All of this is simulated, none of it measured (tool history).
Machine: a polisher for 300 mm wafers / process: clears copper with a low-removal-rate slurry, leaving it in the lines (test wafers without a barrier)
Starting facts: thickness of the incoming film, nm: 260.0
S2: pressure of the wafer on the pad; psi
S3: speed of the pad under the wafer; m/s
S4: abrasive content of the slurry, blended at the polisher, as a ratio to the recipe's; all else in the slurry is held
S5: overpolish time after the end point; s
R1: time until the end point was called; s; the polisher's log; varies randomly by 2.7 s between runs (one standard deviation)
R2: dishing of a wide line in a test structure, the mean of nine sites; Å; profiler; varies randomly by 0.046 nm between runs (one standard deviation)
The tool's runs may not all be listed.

{"run": 1, "hour": 0.0, "flow of slurry (ml/min)": 280, "S2": 2.8, "S3": 0.96, "S4": 1.0, "S5": 9, "R1": 110.0, "R2": 147.19}
{"run": 2, "hour": 2.3, "flow of slurry (ml/min)": 280, "S2": 2.7, "S3": 0.9, "S4": 1.0, "S5": 8, "R1": 122.15, "R2": 120.6}
{"run": 3, "hour": 10.1, "flow of slurry (ml/min)": 280, "S2": 2.7, "S3": 1.12, "S4": 1.0, "S5": 8, "R1": 101.03, "R2": 145.63}
{"run": 4, "hour": 13.4, "flow of slurry (ml/min)": 285, "S2": 2.7, "S3": 1.0, "S4": 1.0, "S5": 7, "R1": 108.18, "R2": 117.47}
{"run": 5, "hour": 18.0, "flow of slurry (ml/min)": 310, "S2": 2.6, "S3": 0.9, "S4": 1.05, "S5": 6, "R1": 127.63, "R2": 89.681}
{"run": 6, "hour": 23.2, "flow of slurry (ml/min)": 330, "S2": 2.5, "S3": 0.86, "S4": 1.1, "S5": 6, "R1": 135.49, "R2": 84.731}
{"run": 7, "hour": 28.4, "flow of slurry (ml/min)": 350, "S2": 2.4, "S3": 0.82, "S4": 1.15, "S5": 6, "R1": 141.36, "R2": 77.163}
{"run": 8, "hour": 34.6, "flow of slurry (ml/min)": 365, "S2": 2.3, "S3": 0.82, "S4": 1.2, "S5": 6, "R1": 146.08, "R2": 76.088}
{"run": 9, "hour": 36.1, "flow of slurry (ml/min)": 375, "S2": 2.3, "S3": 0.78, "S4": 1.25, "S5": 6, "R1": 150.16, "R2": 73.713}
{"run": 10, "hour": 38.7, "flow of slurry (ml/min)": 385, "S2": 2.2, "S3": 0.78, "S4": 1.3, "S5": 6, "R1": 152.06, "R2": 68.835}
{"run": 11, "hour": 44.3, "flow of slurry (ml/min)": 395, "S2": 2.1, "S3": 0.8, "S4": 1.35, "S5": 6, "R1": 157.45, "R2": 68.879}
{"run": 12, "hour": 47.6, "flow of slurry (ml/min)": 400, "S2": 2.2, "S3": 0.74, "S4": 1.35, "S5": 6, "R1": 160.87, "R2": 69.065}
{"run": 13, "hour": 55.2, "flow of slurry (ml/min)": 405, "S2": 2.1, "S3": 0.8, "S4": 1.2, "S5": 6, "R1": 158.87, "R2": 67.144}

Run 14 is up next; what results do you expect?
{"run": 14, "hour": 61.7, "flow of slurry (ml/min)": 410, "S2": 2.0, "S3": 0.84, "S4": 1.1, "S5": 6, "R1": "?", "R2": "?"}

Logged for run 14: R1 163.76 s, R2 66.836 Å.
